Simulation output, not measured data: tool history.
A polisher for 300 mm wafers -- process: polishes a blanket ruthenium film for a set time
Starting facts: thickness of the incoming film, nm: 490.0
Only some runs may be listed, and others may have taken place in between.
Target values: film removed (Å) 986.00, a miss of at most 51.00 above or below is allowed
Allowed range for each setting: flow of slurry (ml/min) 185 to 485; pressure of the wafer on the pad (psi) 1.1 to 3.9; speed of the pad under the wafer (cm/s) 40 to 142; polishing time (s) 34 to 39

| run | hour | flow of slurry (ml/min) | pressure of the wafer on the pad (psi) | speed of the pad under the wafer (cm/s) | polishing time (s) | film removed (Å) |
|---|---|---|---|---|---|---|
| 1 | 0.0 | 310 | 2.5 | 90 | 39 | 549.45 |
| 2 | 8.9 | 310 | 2.8 | 92 | 39 | 633.93 |
| 3 | 15.6 | 310 | 3.1 | 92 | 39 | 707.52 |
| 4 | 23.7 | 310 | 3.3 | 92 | 39 | 735.71 |
| 5 | 28.4 | 310 | 3.4 | 94 | 39 | 771.19 |
| 6 | 32.5 | 310 | 3.5 | 96 | 39 | 796.48 |
| 7 | 33.5 | 310 | 3.6 | 98 | 39 | 829.68 |
| 8 | 35.0 | 310 | 3.7 | 100 | 39 | 877.28 |
| 9 | 39.1 | 310 | 3.7 | 102 | 39 | 860.70 |

Consider the 5 candidate settings below. Which is the only one whose results all fall within their allowed miss of target?
| A | 43.2 | 305 | 3.5 | 106 | 38 | ? |
| B | 43.2 | 300 | 3.5 | 92 | 39 | ? |
| C | 43.2 | 350 | 3.7 | 122 | 38 | ? |
| D | 43.2 | 275 | 3.6 | 122 | 34 | ? |
| E | 43.2 | 305 | 3.7 | 106 | 36 | ? |

| move | film removed (Å) |
|---|---|
| A | 845.65 |
| B | 782.15 |
| C | 1003.80 |
| D | 856.11 |
| E | 845.93 |
A: moves away from the targets compared with the last run
B: moves away from the targets compared with the last run
C: every result within its allowed miss
D: about as far from the targets as the last run
E: moves away from the targets compared with the last run
Answer: C
